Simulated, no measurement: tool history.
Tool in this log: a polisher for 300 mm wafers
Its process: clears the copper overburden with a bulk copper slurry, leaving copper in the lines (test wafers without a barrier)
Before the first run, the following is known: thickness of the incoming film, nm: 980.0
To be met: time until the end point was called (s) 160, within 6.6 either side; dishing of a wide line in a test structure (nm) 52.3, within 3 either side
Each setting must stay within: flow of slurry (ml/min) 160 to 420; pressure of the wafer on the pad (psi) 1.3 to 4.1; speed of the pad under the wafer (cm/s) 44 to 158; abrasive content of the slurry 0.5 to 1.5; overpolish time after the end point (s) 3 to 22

run	hour	flow of slurry (ml/min)	pressure of the wafer on the pad (psi)	speed of the pad under the wafer (cm/s)	abrasive content of the slurry	overpolish time after the end point (s)	time until the end point was called (s)	dishing of a wide line in a test structure (nm)
1	0	270	2.7	100	1	11	114.11	49.185
2	3.9	270	2.2	100	1	11	135.9	44.259
3	5.5	270	2.6	100	1	11	117.98	48.006
4	10.3	270	2.4	100	1	12	128.52	50.47
5	13	270	2.3	100	1	12	132.48	48.361
6	16.7	270	2.2	100	1	13	138.18	49.335
7	19	270	2.1	100	1	14	143.29	50.413
8	28	270	2	100	1	14	150.47	47.613
9	35.2	270	2	100	1	15	153.25	49.404
10	40.9	270	2	100	1	16	152.15	53.447

Which of these 4 next moves meets every target?
A	46.6	275	1.8	94	1	19	?	?
B	46.6	255	1.9	96	0.85	20	?	?
C	46.6	330	1.8	112	1.15	17	?	?
D	46.6	315	1.6	116	1	18	?	?

move	time until the end point was called (s)	dishing of a wide line in a test structure (nm)
A	177.23	51.975
B	172.95	54.029
C	145.28	54.032
D	163.51	52.021
A: the result that was furthest off in the last run now lies on the other side of its target
B: the result that was furthest off in the last run now lies on the other side of its target
C: lands further from the targets than the last run did
D: hits every target within its allowed miss
So the answer is move D, the one that meets all the targets.
